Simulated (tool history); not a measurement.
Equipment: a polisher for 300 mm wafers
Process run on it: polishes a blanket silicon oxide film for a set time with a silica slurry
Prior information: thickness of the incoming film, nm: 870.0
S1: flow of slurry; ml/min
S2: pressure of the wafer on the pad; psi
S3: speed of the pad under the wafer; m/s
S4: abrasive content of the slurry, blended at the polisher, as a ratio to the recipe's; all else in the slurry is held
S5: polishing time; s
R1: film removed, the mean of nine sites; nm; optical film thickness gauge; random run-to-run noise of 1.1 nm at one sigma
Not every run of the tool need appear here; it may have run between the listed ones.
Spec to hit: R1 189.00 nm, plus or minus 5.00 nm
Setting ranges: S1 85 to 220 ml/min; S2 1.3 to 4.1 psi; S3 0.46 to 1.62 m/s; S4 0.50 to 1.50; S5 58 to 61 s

Run 1, day 0.000: S1 140 ml/min, S2 2.7 psi, S3 1.04 m/s, S4 1.00, S5 58 s. Result: R1 135.87 nm.
Run 2, day 0.329: S1 110 ml/min, S2 2.7 psi, S3 1.04 m/s, S4 1.00, S5 58 s. Result: R1 127.88 nm.
Run 3, day 0.404: S1 110 ml/min, S2 2.7 psi, S3 1.22 m/s, S4 1.00, S5 58 s. Result: R1 143.78 nm.
Run 4, day 0.550: S1 110 ml/min, S2 2.7 psi, S3 0.98 m/s, S4 1.00, S5 58 s. Result: R1 122.79 nm.
Run 5, day 0.704: S1 125 ml/min, S2 2.8 psi, S3 0.98 m/s, S4 1.00, S5 58 s. Result: R1 128.50 nm.
Run 6, day 0.958: S1 125 ml/min, S2 2.8 psi, S3 0.98 m/s, S4 0.85, S5 58 s. Result: R1 118.97 nm.
Run 7, day 1.192: S1 165 ml/min, S2 3.5 psi, S3 1.00 m/s, S4 0.85, S5 58 s. Result: R1 148.73 nm.
Run 8, day 1.467: S1 170 ml/min, S2 3.6 psi, S3 1.02 m/s, S4 0.85, S5 58 s. Result: R1 155.60 nm.
Run 9, day 1.504: S1 170 ml/min, S2 3.7 psi, S3 1.04 m/s, S4 0.85, S5 58 s. Result: R1 159.67 nm.
Run 10, day 1.554: S1 170 ml/min, S2 3.7 psi, S3 1.04 m/s, S4 0.85, S5 58 s. Result: R1 160.94 nm.
Run 11, day 1.712: S1 170 ml/min, S2 3.8 psi, S3 1.06 m/s, S4 0.85, S5 58 s. Result: R1 166.22 nm.
Run 12, day 2.050: S1 175 ml/min, S2 3.9 psi, S3 1.08 m/s, S4 0.85, S5 58 s. Result: R1 172.87 nm.
Run 13, day 2.088: S1 180 ml/min, S2 4.0 psi, S3 1.12 m/s, S4 0.85, S5 58 s. Result: R1 181.51 nm.

Which single option among these 5 for the next run brings every result within its allowed miss of target? Just one does.
Run A, day 2.125: S1 130 ml/min, S2 3.2 psi, S3 1.52 m/s, S4 0.75, S5 58 s. Result: R1 ?.
Run B, day 2.125: S1 175 ml/min, S2 3.5 psi, S3 1.36 m/s, S4 0.70, S5 59 s. Result: R1 ?.
Run C, day 2.125: S1 185 ml/min, S2 3.4 psi, S3 1.12 m/s, S4 1.00, S5 59 s. Result: R1 ?.
Run D, day 2.125: S1 180 ml/min, S2 4.1 psi, S3 1.12 m/s, S4 0.80, S5 61 s. Result: R1 ?.
Run E, day 2.125: S1 195 ml/min, S2 3.9 psi, S3 0.98 m/s, S4 0.90, S5 60 s. Result: R1 ?.

move      R1
   A  174.68
   B  176.49
   C  178.43
   D  188.84
   E  172.62
A: lands further from the targets than the last run did
B: lands further from the targets than the last run did
C: lands further from the targets than the last run did
D: all results land within tolerance of their targets
E: lands further from the targets than the last run did
Correct choice: D, which meets every target
